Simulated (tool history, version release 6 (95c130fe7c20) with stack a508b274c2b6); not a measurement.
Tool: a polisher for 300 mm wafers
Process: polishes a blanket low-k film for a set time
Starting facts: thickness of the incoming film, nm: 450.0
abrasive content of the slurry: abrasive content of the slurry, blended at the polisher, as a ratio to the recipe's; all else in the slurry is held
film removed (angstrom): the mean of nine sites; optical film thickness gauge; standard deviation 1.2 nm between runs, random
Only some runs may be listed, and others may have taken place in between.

run  hour  flow of slurry (ml/min)  pressure of the wafer on the pad (kPa)  speed of the pad under the wafer (cm/s)  abrasive content of the slurry  polishing time (s)  film removed (angstrom)
  1     0                      245                                    14.5                                      102                               1                 117                   490.79
  2   4.2                      245                                    16.5                                      108                               1                 117                    580.1
  3     8                      245                                    16.5                                      108                               1                 117                   578.54
  4  11.1                      280                                    16.5                                      108                               1                 117                   589.76
  5  15.7                      280                                    17.9                                      114                               1                 117                   650.09
  6  23.7                      315                                    17.9                                      114                               1                 117                   662.11
  7  30.4                      315                                    18.6                                      120                               1                 117                    713.7
  8  33.2                      315                                    19.3                                      124                               1                 117                   779.01
  9    40                      315                                      20                                      126                               1                 117                   812.58
 10  48.9                      315                                    20.7                                      128                               1                 117                    845.9
 11  56.5                      315                                    20.7                                      128                               1                 117                   846.14
 12    57                      315                                    20.7                                      130                               1                 117                   831.61

Run 13 is up next; what results do you expect?
 13  58.8                      315                                    20.7                                      130                               1                 117                        ?

{"run 13": {"film removed (angstrom)": 854.93}}
